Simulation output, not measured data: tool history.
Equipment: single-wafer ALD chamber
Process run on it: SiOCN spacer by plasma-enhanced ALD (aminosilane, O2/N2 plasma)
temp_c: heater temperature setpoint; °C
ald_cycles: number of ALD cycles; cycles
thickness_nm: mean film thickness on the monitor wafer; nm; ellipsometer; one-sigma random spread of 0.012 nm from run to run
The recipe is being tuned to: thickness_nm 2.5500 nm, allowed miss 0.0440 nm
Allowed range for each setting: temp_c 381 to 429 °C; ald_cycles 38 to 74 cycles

run 1 hour=0.0 | temp_c=405 ald_cycles=56 | thickness_nm=3.2732
run 2 hour=3.7 | temp_c=405 ald_cycles=61 | thickness_nm=3.5464
run 3 hour=6.5 | temp_c=405 ald_cycles=55 | thickness_nm=3.1899
run 4 hour=9.7 | temp_c=415 ald_cycles=55 | thickness_nm=3.0935
run 5 hour=12.4 | temp_c=420 ald_cycles=55 | thickness_nm=3.0336
run 6 hour=18.1 | temp_c=421 ald_cycles=53 | thickness_nm=2.9167
run 7 hour=23.1 | temp_c=422 ald_cycles=52 | thickness_nm=2.8417
run 8 hour=26.0 | temp_c=423 ald_cycles=51 | thickness_nm=2.7665
run 9 hour=31.9 | temp_c=424 ald_cycles=50 | thickness_nm=2.7520
run 10 hour=35.5 | temp_c=424 ald_cycles=50 | thickness_nm=2.7177
run 11 hour=43.6 | temp_c=425 ald_cycles=49 | thickness_nm=2.6462
run 12 hour=45.6 | temp_c=426 ald_cycles=49 | thickness_nm=2.6525

Next run, 5 choices. One meets every target within its allowed miss, the rest don't. Which?
run A hour=47.6 | temp_c=428 ald_cycles=49 | thickness_nm=?
run B hour=47.6 | temp_c=421 ald_cycles=46 | thickness_nm=?
run C hour=47.6 | temp_c=427 ald_cycles=49 | thickness_nm=?
run D hour=47.6 | temp_c=427 ald_cycles=50 | thickness_nm=?
run E hour=47.6 | temp_c=429 ald_cycles=49 | thickness_nm=?

move=A thickness_nm=2.6310
move=B thickness_nm=2.5352
move=C thickness_nm=2.6409
move=D thickness_nm=2.6948
move=E thickness_nm=2.6211
A: moves toward the targets from the last run without getting all of them in spec
B: in spec on every target
C: moves toward the targets from the last run without getting all of them in spec
D: its largest miss is bigger than the last run's
E: moves toward the targets from the last run without getting all of them in spec
B meets every target.
